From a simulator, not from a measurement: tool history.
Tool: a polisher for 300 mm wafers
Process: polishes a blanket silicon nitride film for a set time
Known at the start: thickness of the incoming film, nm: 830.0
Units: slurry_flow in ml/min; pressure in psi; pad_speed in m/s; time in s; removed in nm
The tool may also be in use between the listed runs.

run	hour	slurry_flow	pressure	pad_speed	time	removed
1	0.0	270	2.5	1.24	113	149.060
2	1.0	270	2.5	1.24	118	154.580
3	7.9	270	2.0	1.24	118	130.340
4	15.0	270	1.9	1.22	118	124.640
5	17.6	270	1.8	1.20	118	117.820
6	21.4	270	1.8	1.20	113	111.000
7	25.8	260	1.1	1.18	113	76.835
8	28.5	270	1.1	1.18	113	76.825
9	37.1	275	1.4	1.18	113	91.587
10	40.9	270	1.4	1.18	113	93.305
11	49.6	265	1.4	1.18	113	92.781
12	53.9	250	1.2	1.18	113	81.340
13	58.2	255	1.2	1.18	113	80.515
14	61.9	260	1.2	1.18	113	81.453
15	69.5	265	1.2	1.18	113	81.184

The next listed run, before its measurement:
16	70.5	270	1.2	1.18	113	?

{"run 16": {"removed": 80.589}}

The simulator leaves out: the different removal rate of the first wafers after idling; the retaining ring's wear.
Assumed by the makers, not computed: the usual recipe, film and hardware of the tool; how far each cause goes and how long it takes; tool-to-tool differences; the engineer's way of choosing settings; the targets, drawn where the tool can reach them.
